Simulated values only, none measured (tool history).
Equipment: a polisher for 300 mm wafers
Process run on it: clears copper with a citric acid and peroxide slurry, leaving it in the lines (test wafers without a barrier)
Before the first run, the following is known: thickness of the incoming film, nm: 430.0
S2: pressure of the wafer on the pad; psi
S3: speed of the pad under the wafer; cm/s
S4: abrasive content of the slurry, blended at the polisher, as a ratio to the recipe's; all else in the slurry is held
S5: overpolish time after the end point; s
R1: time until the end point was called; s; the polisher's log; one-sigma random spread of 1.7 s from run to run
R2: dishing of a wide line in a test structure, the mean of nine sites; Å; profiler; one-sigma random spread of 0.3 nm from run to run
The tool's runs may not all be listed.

{"run": 1, "hour": 0.0, "flow of slurry (ml/min)": 230, "S2": 3.4, "S3": 118, "S4": 1.0, "S5": 12, "R1": 168.28, "R2": 202.88}
{"run": 2, "hour": 2.0, "flow of slurry (ml/min)": 250, "S2": 3.4, "S3": 118, "S4": 1.0, "S5": 12, "R1": 164.28, "R2": 202.56}
{"run": 3, "hour": 2.6, "flow of slurry (ml/min)": 265, "S2": 3.8, "S3": 118, "S4": 1.0, "S5": 11, "R1": 149.5, "R2": 211.96}
{"run": 4, "hour": 5.2, "flow of slurry (ml/min)": 265, "S2": 3.1, "S3": 118, "S4": 1.0, "S5": 11, "R1": 179.45, "R2": 172.35}
{"run": 5, "hour": 11.7, "flow of slurry (ml/min)": 215, "S2": 3.1, "S3": 118, "S4": 1.0, "S5": 11, "R1": 189.65, "R2": 175.38}
{"run": 6, "hour": 15.9, "flow of slurry (ml/min)": 245, "S2": 3.6, "S3": 120, "S4": 1.0, "S5": 10, "R1": 152.4, "R2": 185.6}
{"run": 7, "hour": 23.5, "flow of slurry (ml/min)": 250, "S2": 3.9, "S3": 120, "S4": 1.0, "S5": 9, "R1": 138.93, "R2": 181.84}
{"run": 8, "hour": 28.3, "flow of slurry (ml/min)": 250, "S2": 4.2, "S3": 120, "S4": 1.0, "S5": 9, "R1": 134.38, "R2": 190.46}
{"run": 9, "hour": 31.4, "flow of slurry (ml/min)": 260, "S2": 4.5, "S3": 120, "S4": 1.0, "S5": 9, "R1": 123.5, "R2": 205.98}
{"run": 10, "hour": 35.8, "flow of slurry (ml/min)": 260, "S2": 4.7, "S3": 120, "S4": 1.0, "S5": 9, "R1": 117.91, "R2": 211.73}
{"hour": 36.3, "done": "worn pad replaced by a new one"}
{"run": 11, "hour": 36.3, "flow of slurry (ml/min)": 260, "S2": 4.8, "S3": 120, "S4": 1.0, "S5": 9, "R1": 103.24, "R2": 239.3}
{"run": 12, "hour": 43.3, "flow of slurry (ml/min)": 260, "S2": 4.8, "S3": 120, "S4": 1.0, "S5": 8, "R1": 105.83, "R2": 226.16}

Estimate the outcome of run 13 from the log above:
{"run": 13, "hour": 47.8, "flow of slurry (ml/min)": 260, "S2": 4.7, "S3": 120, "S4": 1.0, "S5": 7, "R1": "?", "R2": "?"}

{"run 13": {"R1": 105.33, "R2": 190.09}}
